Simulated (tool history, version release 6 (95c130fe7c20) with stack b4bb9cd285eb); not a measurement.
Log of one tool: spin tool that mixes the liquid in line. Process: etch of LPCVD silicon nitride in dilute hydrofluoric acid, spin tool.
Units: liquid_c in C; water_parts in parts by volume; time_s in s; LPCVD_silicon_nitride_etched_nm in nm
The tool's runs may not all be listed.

| run | hour | liquid_c | water_parts | time_s | LPCVD_silicon_nitride_etched_nm |
|---|---|---|---|---|---|
| 1 | 0.0 | 23.0 | 50 | 65 | 0.57913 |
| 2 | 4.6 | 23.0 | 50 | 65 | 0.61619 |
| 3 | 10.6 | 23.0 | 50 | 45 | 0.40161 |
| 4 | 11.7 | 24.0 | 45 | 45 | 0.48205 |
| 5 | 16.6 | 24.0 | 45 | 45 | 0.49702 |
| 6 | 20.2 | 24.0 | 45 | 45 | 0.48533 |
| 7 | 22.7 | 25.0 | 40 | 50 | 0.66703 |
| 8 | 24.1 | 25.0 | 40 | 50 | 0.66875 |
| 9 | 29.1 | 25.5 | 40 | 50 | 0.65865 |
| 10 | 32.2 | 26.0 | 40 | 50 | 0.70233 |
| 11 | 35.6 | 26.5 | 40 | 50 | 0.71868 |

Forecast run 12:
| 12 | 39.4 | 27.0 | 40 | 50 | ? |

LPCVD_silicon_nitride_etched_nm: 0.75143 nm
